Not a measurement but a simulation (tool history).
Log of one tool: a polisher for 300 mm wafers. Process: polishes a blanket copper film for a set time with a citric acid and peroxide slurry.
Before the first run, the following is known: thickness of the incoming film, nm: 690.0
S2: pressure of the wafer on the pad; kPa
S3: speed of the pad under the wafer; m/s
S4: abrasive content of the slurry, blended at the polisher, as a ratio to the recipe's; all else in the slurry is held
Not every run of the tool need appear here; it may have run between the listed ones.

{"run": 1, "day": 0.0, "flow of slurry (ml/min)": 175, "S2": 27.6, "S3": 0.9, "S4": 1.0, "polishing time (s)": 26, "film removed (Å)": 592.92}
{"run": 2, "day": 0.362, "flow of slurry (ml/min)": 175, "S2": 27.6, "S3": 0.9, "S4": 0.85, "polishing time (s)": 26, "film removed (Å)": 562.97}
{"run": 3, "day": 0.438, "flow of slurry (ml/min)": 155, "S2": 27.6, "S3": 0.9, "S4": 0.85, "polishing time (s)": 26, "film removed (Å)": 558.42}
{"run": 4, "day": 0.733, "flow of slurry (ml/min)": 160, "S2": 32.4, "S3": 0.94, "S4": 0.85, "polishing time (s)": 26, "film removed (Å)": 670.46}
{"run": 5, "day": 0.879, "flow of slurry (ml/min)": 160, "S2": 32.4, "S3": 1.12, "S4": 0.85, "polishing time (s)": 26, "film removed (Å)": 790.63}
{"run": 6, "day": 1.2, "flow of slurry (ml/min)": 160, "S2": 38.6, "S3": 1.12, "S4": 0.85, "polishing time (s)": 26, "film removed (Å)": 932.13}

Run 7 comes next. What will it give?
{"run": 7, "day": 1.533, "flow of slurry (ml/min)": 170, "S2": 40.0, "S3": 1.12, "S4": 0.85, "polishing time (s)": 26, "film removed (Å)": "?"}

film removed (Å): 970.46

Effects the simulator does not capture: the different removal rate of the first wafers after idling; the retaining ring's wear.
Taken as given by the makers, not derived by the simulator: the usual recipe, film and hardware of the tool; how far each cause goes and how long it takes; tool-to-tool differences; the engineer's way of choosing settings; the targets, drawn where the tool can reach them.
